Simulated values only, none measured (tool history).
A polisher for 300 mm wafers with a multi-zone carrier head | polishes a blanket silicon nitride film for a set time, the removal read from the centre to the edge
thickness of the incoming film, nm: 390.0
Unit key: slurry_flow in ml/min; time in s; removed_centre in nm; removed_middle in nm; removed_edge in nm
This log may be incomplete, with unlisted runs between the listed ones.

Run 1, hour 0: slurry_flow 225 ml/min, centre_zone 1, middle_zone 1, edge_zone 1, time 56 s. Result: removed_centre 151.31 nm, removed_middle 149.29 nm, removed_edge 151.33 nm.
Run 2, hour 3.3: slurry_flow 220 ml/min, centre_zone 1, middle_zone 0.99, edge_zone 0.97, time 52 s. Result: removed_centre 141.96 nm, removed_middle 134.43 nm, removed_edge 137.37 nm.
Run 3, hour 7: slurry_flow 220 ml/min, centre_zone 1, middle_zone 0.99, edge_zone 0.97, time 40 s. Result: removed_centre 108.44 nm, removed_middle 107.39 nm, removed_edge 104.59 nm.
Run 4, hour 14: slurry_flow 215 ml/min, centre_zone 0.99, middle_zone 0.98, edge_zone 0.95, time 40 s. Result: removed_centre 106.01 nm, removed_middle 106.01 nm, removed_edge 103.78 nm.
Run 5, hour 19.4: slurry_flow 215 ml/min, centre_zone 0.99, middle_zone 0.91, edge_zone 0.95, time 40 s. Result: removed_centre 107.39 nm, removed_middle 98.542 nm, removed_edge 104.37 nm.
Run 6, hour 24.7: slurry_flow 215 ml/min, centre_zone 1.06, middle_zone 0.91, edge_zone 0.95, time 40 s. Result: removed_centre 114.05 nm, removed_middle 98.693 nm, removed_edge 103.8 nm.
Run 7, hour 25.6: slurry_flow 210 ml/min, centre_zone 1.04, middle_zone 0.91, edge_zone 0.93, time 40 s. Result: removed_centre 109.8 nm, removed_middle 101.2 nm, removed_edge 103.09 nm.
Run 8, hour 32.2: slurry_flow 205 ml/min, centre_zone 1.04, middle_zone 0.9, edge_zone 0.92, time 40 s. Result: removed_centre 108.5 nm, removed_middle 97.543 nm, removed_edge 102.93 nm.

Estimate the outcome of run 9 from the log above:
Run 9, hour 34: slurry_flow 180 ml/min, centre_zone 0.99, middle_zone 0.93, edge_zone 0.82, time 38 s. Result: removed_centre ?, removed_middle ?, removed_edge ?.

{"run 9": {"removed_centre": 98.385, "removed_middle": 93.195, "removed_edge": 91.128}}
